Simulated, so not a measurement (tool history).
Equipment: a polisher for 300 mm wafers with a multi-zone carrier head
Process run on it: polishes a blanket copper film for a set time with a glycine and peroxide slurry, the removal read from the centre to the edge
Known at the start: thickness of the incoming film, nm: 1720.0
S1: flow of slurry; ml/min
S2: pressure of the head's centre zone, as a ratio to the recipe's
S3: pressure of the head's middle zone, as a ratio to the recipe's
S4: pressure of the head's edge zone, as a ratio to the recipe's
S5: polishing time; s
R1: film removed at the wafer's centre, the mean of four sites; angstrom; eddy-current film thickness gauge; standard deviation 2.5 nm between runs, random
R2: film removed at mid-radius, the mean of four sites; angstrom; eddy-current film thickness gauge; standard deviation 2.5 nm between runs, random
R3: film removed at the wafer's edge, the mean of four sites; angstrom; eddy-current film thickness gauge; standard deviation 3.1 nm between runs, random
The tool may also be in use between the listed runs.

| run | hour | S1 | S2 | S3 | S4 | S5 | R1 | R2 | R3 |
|---|---|---|---|---|---|---|---|---|---|
| 1 | 0 | 270 | 1 | 1 | 1 | 60 | 2558.8 | 2582.7 | 2684.1 |
| 2 | 8.6 | 270 | 1 | 1 | 1.05 | 60 | 2534.3 | 2566.4 | 2638.9 |
| 3 | 11.3 | 270 | 1 | 1 | 1.05 | 66 | 2755 | 2733.5 | 2948 |
| 4 | 13.7 | 270 | 1.05 | 1 | 1.05 | 66 | 2929.8 | 2821.5 | 2907.7 |
| 5 | 18.5 | 270 | 1.06 | 0.98 | 1.05 | 63 | 2754.3 | 2604.9 | 2853.6 |
| 6 | 20.6 | 270 | 1.06 | 0.92 | 1.05 | 63 | 2838.4 | 2556.9 | 2778.6 |
| 7 | 26.6 | 270 | 1.07 | 0.91 | 1.05 | 60 | 2671.7 | 2308.8 | 2626.7 |
| 8 | 29.3 | 270 | 1.08 | 0.91 | 1.04 | 58 | 2570.8 | 2259.1 | 2560.7 |
| 9 | 34 | 270 | 1.17 | 0.85 | 0.94 | 45 | 2161.8 | 1610.3 | 1916.8 |

The next listed run, before its measurement:
| 10 | 42.9 | 270 | 1.17 | 0.86 | 0.95 | 45 | ? | ? | ? |

{"run 10": {"R1": 2177.9, "R2": 1691.6, "R3": 1953.2}}
